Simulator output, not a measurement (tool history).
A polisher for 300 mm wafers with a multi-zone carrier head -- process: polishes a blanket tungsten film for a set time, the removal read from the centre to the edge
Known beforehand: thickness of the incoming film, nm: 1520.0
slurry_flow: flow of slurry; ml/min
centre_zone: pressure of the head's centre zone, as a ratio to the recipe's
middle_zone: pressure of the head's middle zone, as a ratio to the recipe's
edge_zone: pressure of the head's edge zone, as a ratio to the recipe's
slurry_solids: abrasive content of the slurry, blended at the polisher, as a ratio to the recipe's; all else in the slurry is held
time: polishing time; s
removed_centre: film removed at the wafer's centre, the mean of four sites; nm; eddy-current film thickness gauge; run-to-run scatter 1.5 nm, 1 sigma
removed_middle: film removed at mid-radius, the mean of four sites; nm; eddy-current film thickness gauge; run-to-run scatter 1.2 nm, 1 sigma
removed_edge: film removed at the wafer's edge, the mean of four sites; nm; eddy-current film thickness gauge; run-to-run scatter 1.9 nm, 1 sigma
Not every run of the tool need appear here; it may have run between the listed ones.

| run | hour | slurry_flow | centre_zone | middle_zone | edge_zone | slurry_solids | time | removed_centre | removed_middle | removed_edge |
|---|---|---|---|---|---|---|---|---|---|---|
| 1 | 0 | 130 | 1 | 1 | 1 | 1 | 87 | 251.89 | 239.72 | 250.38 |
| 2 | 0.6 | 130 | 1 | 1 | 1 | 1.1 | 87 | 261.33 | 249.19 | 258.15 |
| 3 | 6.9 | 130 | 1 | 1.05 | 1 | 1.1 | 87 | 261.32 | 262.25 | 262.41 |
| 4 | 15.5 | 130 | 1 | 1.05 | 1 | 1.1 | 108 | 322.47 | 322.87 | 319.77 |
| 5 | 20.2 | 120 | 0.96 | 0.99 | 0.98 | 0.9 | 97 | 254.05 | 257.57 | 263.14 |
| 6 | 21.4 | 120 | 0.96 | 0.99 | 0.98 | 0.9 | 89 | 235.39 | 238.82 | 238.77 |
| 7 | 25.6 | 110 | 0.94 | 0.94 | 1.01 | 0.8 | 83 | 209.65 | 199.41 | 221.89 |
| 8 | 32.1 | 90 | 0.84 | 0.85 | 0.91 | 0.55 | 71 | 133.34 | 134.82 | 154.08 |
| 9 | 39 | 100 | 0.85 | 0.84 | 0.93 | 0.55 | 71 | 137.19 | 137.54 | 161.11 |

Run 10 is up next; what results do you expect?
| 10 | 39.6 | 110 | 0.87 | 0.84 | 0.93 | 0.55 | 71 | ? | ? | ? |

{"run 10": {"removed_centre": 144.19, "removed_middle": 137.04, "removed_edge": 157.71}}
